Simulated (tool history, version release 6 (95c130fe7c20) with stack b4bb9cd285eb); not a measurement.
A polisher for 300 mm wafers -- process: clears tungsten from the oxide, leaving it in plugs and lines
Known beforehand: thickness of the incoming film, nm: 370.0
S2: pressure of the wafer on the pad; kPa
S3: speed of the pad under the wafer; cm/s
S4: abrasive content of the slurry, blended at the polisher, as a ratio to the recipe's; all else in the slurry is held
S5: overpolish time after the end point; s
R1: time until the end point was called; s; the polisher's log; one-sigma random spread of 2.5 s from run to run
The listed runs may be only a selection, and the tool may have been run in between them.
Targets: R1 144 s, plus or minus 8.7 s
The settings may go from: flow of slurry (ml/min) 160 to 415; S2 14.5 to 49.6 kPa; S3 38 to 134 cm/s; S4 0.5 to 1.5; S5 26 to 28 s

Run 1, hour 0: flow of slurry (ml/min) 265, S2 31.7 kPa, S3 86 cm/s, S4 1, S5 26 s. Result: R1 78.242 s.
Run 2, hour 4.8: flow of slurry (ml/min) 325, S2 31.7 kPa, S3 86 cm/s, S4 1, S5 26 s. Result: R1 77.037 s.
Run 3, hour 12.2: flow of slurry (ml/min) 325, S2 31.7 kPa, S3 86 cm/s, S4 1.2, S5 26 s. Result: R1 72.867 s.
Run 4, hour 13.7: flow of slurry (ml/min) 325, S2 36.5 kPa, S3 86 cm/s, S4 1.2, S5 26 s. Result: R1 65.343 s.
Run 5, hour 17: flow of slurry (ml/min) 325, S2 29.6 kPa, S3 78 cm/s, S4 1.2, S5 26 s. Result: R1 86.976 s.
Run 6, hour 19.3: flow of slurry (ml/min) 275, S2 29.6 kPa, S3 78 cm/s, S4 1.2, S5 26 s. Result: R1 88.549 s.
At hour 27.5: worn pad replaced by a new one.
Run 7, hour 27.5: flow of slurry (ml/min) 275, S2 20.7 kPa, S3 72 cm/s, S4 1.2, S5 26 s. Result: R1 121.18 s.
Run 8, hour 35.7: flow of slurry (ml/min) 275, S2 18.6 kPa, S3 72 cm/s, S4 1.2, S5 26 s. Result: R1 129.87 s.

5 next moves are on the table. One of them brings every result within its allowed miss. Which?
Run A, hour 43.9: flow of slurry (ml/min) 265, S2 15.9 kPa, S3 60 cm/s, S4 1.2, S5 27 s. Result: R1 ?.
Run B, hour 43.9: flow of slurry (ml/min) 320, S2 21.4 kPa, S3 68 cm/s, S4 1.2, S5 28 s. Result: R1 ?.
Run C, hour 43.9: flow of slurry (ml/min) 225, S2 14.5 kPa, S3 82 cm/s, S4 1.2, S5 26 s. Result: R1 ?.
Run D, hour 43.9: flow of slurry (ml/min) 250, S2 14.5 kPa, S3 64 cm/s, S4 1.4, S5 26 s. Result: R1 ?.
Run E, hour 43.9: flow of slurry (ml/min) 290, S2 15.9 kPa, S3 66 cm/s, S4 1, S5 26 s. Result: R1 ?.

move      R1
   A  175.43
   B  121.73
   C  141.47
   D  171.28
   E  164.95
A: takes the biggest miss from the last run beyond its target
B: misses by more than the last run did
C: each result inside its tolerance
D: takes the biggest miss from the last run beyond its target
E: takes the biggest miss from the last run beyond its target
C meets every target.

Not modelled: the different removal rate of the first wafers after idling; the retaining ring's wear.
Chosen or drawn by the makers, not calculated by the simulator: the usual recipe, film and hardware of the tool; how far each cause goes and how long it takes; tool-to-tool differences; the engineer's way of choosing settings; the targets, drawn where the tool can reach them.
